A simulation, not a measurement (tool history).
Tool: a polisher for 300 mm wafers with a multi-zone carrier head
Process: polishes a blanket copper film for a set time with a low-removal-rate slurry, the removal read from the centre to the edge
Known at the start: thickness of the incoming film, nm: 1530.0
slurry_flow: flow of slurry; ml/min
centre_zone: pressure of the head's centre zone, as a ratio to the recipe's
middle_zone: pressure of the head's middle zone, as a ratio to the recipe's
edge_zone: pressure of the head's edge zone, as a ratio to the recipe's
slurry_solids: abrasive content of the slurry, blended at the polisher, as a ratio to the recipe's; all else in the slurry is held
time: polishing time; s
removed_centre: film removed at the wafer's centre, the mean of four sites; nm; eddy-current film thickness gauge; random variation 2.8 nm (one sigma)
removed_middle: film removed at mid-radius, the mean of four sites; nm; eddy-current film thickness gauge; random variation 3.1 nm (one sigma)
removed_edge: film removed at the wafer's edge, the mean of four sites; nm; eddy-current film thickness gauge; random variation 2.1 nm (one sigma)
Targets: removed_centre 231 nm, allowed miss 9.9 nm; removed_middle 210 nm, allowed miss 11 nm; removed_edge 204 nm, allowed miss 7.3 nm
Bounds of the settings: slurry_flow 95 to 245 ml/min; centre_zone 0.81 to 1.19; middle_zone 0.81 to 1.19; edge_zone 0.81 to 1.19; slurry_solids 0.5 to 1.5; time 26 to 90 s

run	hour	slurry_flow	centre_zone	middle_zone	edge_zone	slurry_solids	time	removed_centre	removed_middle	removed_edge
1	0	155	1	1	1	1	58	159.56	169.4	163.28
2	2.7	155	1	0.94	1	1	58	154.3	154.51	163.67
3	11.4	155	0.93	0.94	1	1	58	150.2	157.12	164.77
4	16.8	155	0.9	0.94	1	1	58	144.46	159.45	169.01
5	24.6	170	0.97	0.96	1.02	1.15	60	166.88	166.37	181.47
6	30	170	0.97	0.96	1.02	1.2	60	171.13	174.38	177.15
7	34.8	185	1.01	0.98	1.04	1.3	61	184.52	184.99	191.27
8	37.5	185	1.01	0.98	1.04	1.3	61	179.61	188.12	187.63
9	44.2	190	1.06	0.97	1.03	1.35	63	203.71	192.79	193.71
10	49.6	195	1.08	0.98	1.04	1.4	63	210.57	198.21	202.24
11	56.1	195	1.08	0.98	1.04	1.4	63	208.77	197.55	202.83
12	59	200	1.1	0.99	1.03	1.4	63	214.23	195.64	201.79
13	61.2	200	1.12	1.01	1.02	1.45	63	212.95	203.6	200.39
14	69.3	200	1.12	1.01	1.02	1.45	63	220.65	203.93	202.73

5 next moves are on the table. One of them brings every result within its allowed miss. Which?
A	77.4	240	1.16	1.03	1.03	1.5	62	?	?	?
B	77.4	185	1.17	1.01	0.92	1.35	61	?	?	?
C	77.4	225	1.19	1.05	1.06	1.4	70	?	?	?
D	77.4	205	1.19	1.11	0.84	1.5	68	?	?	?
E	77.4	200	1.05	1	1.19	1.3	65	?	?	?

move	removed_centre	removed_middle	removed_edge
A	227.03	213.11	204.05
B	211.2	194.16	182.66
C	256.66	238.82	228.03
D	249.7	243.95	203.73
E	202.85	206.01	216.19
A: meets every target
B: further off than the last run
C: takes the result that was furthest off past its target
D: takes the result that was furthest off past its target
E: further off than the last run
Answer: A
